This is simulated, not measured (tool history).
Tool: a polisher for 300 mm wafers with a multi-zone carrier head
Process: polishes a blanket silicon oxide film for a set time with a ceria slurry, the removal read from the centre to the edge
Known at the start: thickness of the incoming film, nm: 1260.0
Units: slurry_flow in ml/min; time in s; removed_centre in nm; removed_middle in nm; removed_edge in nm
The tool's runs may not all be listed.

| run | hour | slurry_flow | centre_zone | middle_zone | edge_zone | time | removed_centre | removed_middle | removed_edge |
|---|---|---|---|---|---|---|---|---|---|
| 1 | 0.0 | 280 | 1.00 | 1.00 | 1.00 | 80 | 534.67 | 527.86 | 524.83 |
| 2 | 8.7 | 325 | 1.00 | 1.00 | 1.00 | 80 | 551.19 | 542.72 | 526.61 |
| 3 | 9.6 | 330 | 0.98 | 0.97 | 0.97 | 76 | 508.87 | 504.67 | 516.69 |
| 4 | 12.6 | 330 | 0.98 | 1.05 | 0.97 | 76 | 508.39 | 535.62 | 510.15 |
| 5 | 17.6 | 330 | 0.98 | 1.05 | 1.06 | 76 | 517.74 | 533.46 | 512.76 |
| 6 | 21.1 | 330 | 0.98 | 1.05 | 1.06 | 61 | 412.03 | 430.47 | 413.61 |

Forecast run 7:
| 7 | 24.0 | 320 | 0.98 | 1.04 | 1.06 | 61 | ? | ? | ? |

{"run 7": {"removed_centre": 413.13, "removed_middle": 426.21, "removed_edge": 410.22}}
